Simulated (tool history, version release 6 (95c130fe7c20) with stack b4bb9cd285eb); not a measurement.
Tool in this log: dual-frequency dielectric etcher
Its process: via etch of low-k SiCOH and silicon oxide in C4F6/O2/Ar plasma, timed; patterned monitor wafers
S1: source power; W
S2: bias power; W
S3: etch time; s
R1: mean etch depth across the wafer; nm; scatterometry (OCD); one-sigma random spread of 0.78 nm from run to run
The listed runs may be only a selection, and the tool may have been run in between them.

run 1 hour=0.0 | S1=300 S2=162 S3=127.5 | R1=302.04
run 2 hour=8.1 | S1=320 S2=163 S3=127.5 | R1=309.35
run 3 hour=12.1 | S1=320 S2=139 S3=127.5 | R1=285.80
run 4 hour=20.8 | S1=350 S2=142 S3=127.5 | R1=296.86
run 5 hour=22.7 | S1=370 S2=146 S3=127.5 | R1=307.64
run 6 hour=24.7 | S1=370 S2=146 S3=127.5 | R1=307.65
run 7 hour=26.3 | S1=380 S2=147 S3=127.5 | R1=311.18
run 8 hour=29.1 | S1=390 S2=148 S3=127.5 | R1=315.88

What will run 9 give?
run 9 hour=33.8 | S1=390 S2=148 S3=127.5 | R1=?

Run 9 gave R1 315.30 nm.

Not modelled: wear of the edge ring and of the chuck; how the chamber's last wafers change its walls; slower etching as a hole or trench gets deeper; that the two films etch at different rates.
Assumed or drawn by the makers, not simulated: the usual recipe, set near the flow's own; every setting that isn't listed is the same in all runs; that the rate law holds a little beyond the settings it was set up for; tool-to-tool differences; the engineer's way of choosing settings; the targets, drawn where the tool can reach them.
